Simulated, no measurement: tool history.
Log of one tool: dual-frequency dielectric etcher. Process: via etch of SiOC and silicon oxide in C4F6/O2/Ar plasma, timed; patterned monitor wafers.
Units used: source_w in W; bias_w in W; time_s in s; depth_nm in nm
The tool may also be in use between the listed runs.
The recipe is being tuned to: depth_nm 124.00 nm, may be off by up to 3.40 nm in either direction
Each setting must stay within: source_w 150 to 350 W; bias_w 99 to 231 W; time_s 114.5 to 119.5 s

run  hour  source_w  bias_w  time_s  depth_nm
  1   0.0       250     165   114.5    106.16
  2   1.3       250     146   114.5    102.88
  3   9.8       270     156   115.5    107.51
  4  11.4       310     156   115.5    111.67
  5  13.7       310     166   116.5    117.51
  6  16.3       320     169   116.5    117.14
  7  24.8       320     174   117.0    119.01
  8  32.0       320     177   117.5    120.35
  9  39.5       320     179   117.5    119.86

Consider the 4 candidate settings below. Which is the only one whose results all fall within their allowed miss of target?
  A  47.0       350     175   118.5         ?
  B  47.0       350     151   114.5         ?
  C  47.0       300     163   117.5         ?
  D  47.0       350     133   118.5         ?

move  depth_nm
   A    125.19
   B    116.88
   C    115.55
   D    117.65
A: meets every target
B: misses by more than the last run did
C: misses by more than the last run did
D: misses by more than the last run did
Answer: A

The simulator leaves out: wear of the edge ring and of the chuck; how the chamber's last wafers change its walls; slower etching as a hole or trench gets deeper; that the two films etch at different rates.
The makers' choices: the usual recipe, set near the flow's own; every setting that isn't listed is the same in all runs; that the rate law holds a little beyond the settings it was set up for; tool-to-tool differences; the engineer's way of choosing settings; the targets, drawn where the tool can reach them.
